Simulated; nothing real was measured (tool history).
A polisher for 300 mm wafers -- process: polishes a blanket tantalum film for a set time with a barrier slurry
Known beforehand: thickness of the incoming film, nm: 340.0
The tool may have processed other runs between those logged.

run	hour	flow of slurry (ml/min)	pressure of the wafer on the pad (kPa)	speed of the pad under the wafer (m/s)	abrasive content of the slurry	polishing time (s)	film removed (nm)
1	0	170	12.4	0.84	1	39	55.05
2	7.6	165	11	0.8	1	39	45.661
3	8.5	190	11	0.8	1	39	47.414
4	12.7	190	11	0.7	1	39	41.42
5	18.1	190	11	0.7	1	34	35.765
6	25.8	190	11	0.7	1.1	34	37.111
7	28.2	185	10.3	0.7	1.1	34	34.827
8	29.2	180	9.7	0.7	1.1	34	32.368
9	35	175	9	0.7	1.1	34	30.384
10	38.1	170	8.3	0.7	1.1	34	27.843
11	39.8	165	8.3	0.7	1.1	34	27.495
12	45	130	6.2	0.7	1.1	34	20.846
13	51.5	135	6.2	0.7	1.1	34	20.504
14	52.9	140	6.2	0.7	1.1	34	20.655
15	60.2	175	6.9	0.7	1.1	34	23.319
16	63.1	170	6.9	0.7	1.1	34	23.813
17	64.3	170	6.2	0.7	1.1	34	21.183
18	72.8	175	6.2	0.7	1.1	34	21.349

What will run 19 give?
19	73.5	180	6.2	0.7	1.1	34	?

{"run 19": {"film removed (nm)": 21.357}}

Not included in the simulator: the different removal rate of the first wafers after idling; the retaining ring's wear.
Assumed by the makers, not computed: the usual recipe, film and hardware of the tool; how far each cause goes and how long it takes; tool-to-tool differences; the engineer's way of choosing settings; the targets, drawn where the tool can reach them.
